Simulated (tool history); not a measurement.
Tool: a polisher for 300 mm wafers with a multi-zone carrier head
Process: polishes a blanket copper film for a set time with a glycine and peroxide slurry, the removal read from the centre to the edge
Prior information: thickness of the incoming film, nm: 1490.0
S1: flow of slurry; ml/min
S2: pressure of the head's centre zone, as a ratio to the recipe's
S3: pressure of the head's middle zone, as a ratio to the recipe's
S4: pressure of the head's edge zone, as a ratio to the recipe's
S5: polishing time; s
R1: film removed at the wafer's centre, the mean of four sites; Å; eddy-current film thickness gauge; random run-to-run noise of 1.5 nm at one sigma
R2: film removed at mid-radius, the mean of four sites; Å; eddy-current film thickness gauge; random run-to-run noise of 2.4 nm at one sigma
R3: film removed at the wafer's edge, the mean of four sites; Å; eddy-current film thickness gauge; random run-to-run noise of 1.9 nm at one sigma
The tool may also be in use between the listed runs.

| run | hour | S1 | S2 | S3 | S4 | S5 | R1 | R2 | R3 |
|---|---|---|---|---|---|---|---|---|---|
| 1 | 0.0 | 190 | 1.00 | 1.00 | 1.00 | 66 | 2636.1 | 2550.9 | 2659.3 |
| 2 | 4.5 | 190 | 0.99 | 1.00 | 0.98 | 65 | 2569.0 | 2525.2 | 2551.6 |
| 3 | 9.9 | 185 | 0.98 | 0.99 | 0.96 | 64 | 2496.1 | 2466.1 | 2471.2 |
| 4 | 12.3 | 185 | 0.98 | 0.95 | 0.96 | 64 | 2500.6 | 2362.3 | 2473.9 |
| 5 | 15.1 | 180 | 0.97 | 0.95 | 0.95 | 64 | 2440.4 | 2352.1 | 2466.4 |
| 6 | 17.3 | 180 | 0.97 | 0.95 | 0.95 | 53 | 2033.7 | 1892.0 | 2040.0 |
| 7 | 19.5 | 180 | 0.97 | 0.96 | 0.95 | 53 | 2005.0 | 1961.8 | 2021.7 |

Run 8 is up next; what results do you expect?
| 8 | 28.5 | 180 | 0.97 | 0.97 | 0.95 | 53 | ? | ? | ? |

Run 8 measured R1 2008.7 Å, R2 1969.1 Å, R3 2036.2 Å.
